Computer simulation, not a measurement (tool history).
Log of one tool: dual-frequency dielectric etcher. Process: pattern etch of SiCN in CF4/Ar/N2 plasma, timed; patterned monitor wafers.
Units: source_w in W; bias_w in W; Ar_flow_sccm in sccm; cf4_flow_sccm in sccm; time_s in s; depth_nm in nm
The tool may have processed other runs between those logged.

Run 1, hour 0: source_w 300 W, bias_w 57 W, Ar_flow_sccm 128 sccm, cf4_flow_sccm 66 sccm, time_s 42.5 s. Result: depth_nm 17.843 nm.
Run 2, hour 7.6: source_w 300 W, bias_w 57 W, Ar_flow_sccm 128 sccm, cf4_flow_sccm 62 sccm, time_s 42.5 s. Result: depth_nm 17.56 nm.
Run 3, hour 9.2: source_w 300 W, bias_w 51 W, Ar_flow_sccm 128 sccm, cf4_flow_sccm 62 sccm, time_s 42.5 s. Result: depth_nm 16.585 nm.
Run 4, hour 11.7: source_w 300 W, bias_w 51 W, Ar_flow_sccm 128 sccm, cf4_flow_sccm 62 sccm, time_s 42.5 s. Result: depth_nm 16.632 nm.
Run 5, hour 14.5: source_w 260 W, bias_w 47 W, Ar_flow_sccm 130 sccm, cf4_flow_sccm 61 sccm, time_s 42.5 s. Result: depth_nm 13.763 nm.
Run 6, hour 19.2: source_w 260 W, bias_w 47 W, Ar_flow_sccm 116 sccm, cf4_flow_sccm 61 sccm, time_s 42.5 s. Result: depth_nm 14.113 nm.

Forecast run 7:
Run 7, hour 25.1: source_w 230 W, bias_w 47 W, Ar_flow_sccm 116 sccm, cf4_flow_sccm 61 sccm, time_s 42.5 s. Result: depth_nm ?.

depth_nm: 12.527 nm
